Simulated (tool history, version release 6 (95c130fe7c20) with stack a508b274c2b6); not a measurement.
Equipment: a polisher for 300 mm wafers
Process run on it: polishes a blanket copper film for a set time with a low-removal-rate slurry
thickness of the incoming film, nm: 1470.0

run,day,flow of slurry (ml/min),pressure of the wafer on the pad (psi),speed of the pad under the wafer (cm/s),abrasive content of the slurry,polishing time (s),film removed (nm)
1,0.000,315,2.3,134,1.00,73,257.61
2,0.092,370,2.3,134,1.00,73,259.27
3,0.208,370,2.3,134,1.00,73,264.43
4,0.438,370,2.3,134,1.15,73,267.65
5,0.788,370,1.8,134,1.15,73,209.93
6,1.096,375,2.2,134,1.15,73,256.55
7,1.433,380,2.5,134,1.15,73,294.59
8,1.575,380,2.7,134,1.15,73,313.42
9,1.733,380,2.9,134,1.15,73,339.50
10,1.846,380,3.1,134,1.15,73,359.62
11,1.954,385,3.2,136,1.15,73,371.02
12,1.983,385,3.6,146,1.15,73,440.21
13,2.338,385,3.6,146,1.15,73,444.75
14,2.525,390,3.6,146,1.15,73,438.45

What will run 15 give?
15,2.604,390,3.6,148,1.15,73,?

film removed (nm): 446.10
